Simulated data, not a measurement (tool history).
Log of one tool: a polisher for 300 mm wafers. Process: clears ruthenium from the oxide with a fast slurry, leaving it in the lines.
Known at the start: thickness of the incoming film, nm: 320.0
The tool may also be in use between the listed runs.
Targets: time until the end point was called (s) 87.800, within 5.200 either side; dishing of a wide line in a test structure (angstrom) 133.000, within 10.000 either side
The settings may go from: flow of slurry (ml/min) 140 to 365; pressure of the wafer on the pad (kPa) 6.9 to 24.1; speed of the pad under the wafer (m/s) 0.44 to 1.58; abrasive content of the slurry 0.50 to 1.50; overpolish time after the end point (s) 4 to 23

run	hour	flow of slurry (ml/min)	pressure of the wafer on the pad (kPa)	speed of the pad under the wafer (m/s)	abrasive content of the slurry	overpolish time after the end point (s)	time until the end point was called (s)	dishing of a wide line in a test structure (angstrom)
1	0.0	235	15.2	1.00	1.00	12	108.020	324.180
2	2.7	235	15.2	1.00	1.00	10	104.340	274.120
3	11.1	235	12.4	1.00	1.00	10	128.440	227.350
4	18.9	235	9.7	1.00	1.00	10	161.560	175.350
5	19.8	235	9.7	1.12	1.00	9	152.050	172.210
6	26.8	235	9.7	1.12	1.00	6	146.860	117.160
7	29.9	235	11.0	1.16	0.95	6	133.690	136.910
8	31.1	235	11.0	1.20	1.05	6	121.740	148.640
9	35.3	240	11.0	1.22	1.10	6	116.230	156.080
10	38.9	220	11.7	1.26	1.05	6	108.210	162.250
11	44.9	220	11.7	1.26	1.05	6	108.230	164.380
12	51.3	200	11.7	1.32	1.00	6	108.060	157.140
13	56.9	185	12.4	1.38	0.95	6	98.229	165.020
14	63.3	175	12.4	1.42	0.90	6	103.650	166.400
15	71.8	165	11.7	1.46	0.95	6	99.865	168.460
16	73.8	160	11.7	1.48	0.90	6	104.140	166.560
17	78.6	155	11.7	1.50	0.95	6	100.810	171.290
18	85.1	195	11.7	1.52	0.85	6	107.260	174.090
19	91.6	140	8.3	1.46	1.10	4	132.030	86.758
20	95.1	150	9.0	1.46	1.15	4	120.120	97.094
21	103.9	160	9.7	1.46	1.20	4	110.760	100.700
22	107.6	175	10.3	1.46	1.20	4	103.070	112.570

4 next moves are on the table. One of them brings every result within its allowed miss. Which?
A	111.3	165	8.3	1.40	1.15	7	?	?
B	111.3	145	11.7	1.48	1.35	4	?	?
C	111.3	155	9.0	1.44	1.10	6	?	?
D	111.3	175	9.7	1.48	1.25	5	?	?

move	time until the end point was called (s)	dishing of a wide line in a test structure (angstrom)
A	138.880	154.140
B	89.468	137.190
C	129.080	142.480
D	109.130	140.500
A: the biggest miss grows against the last run
B: in spec on every target
C: the biggest miss grows against the last run
D: the biggest miss grows against the last run
The move that meets every target is B.
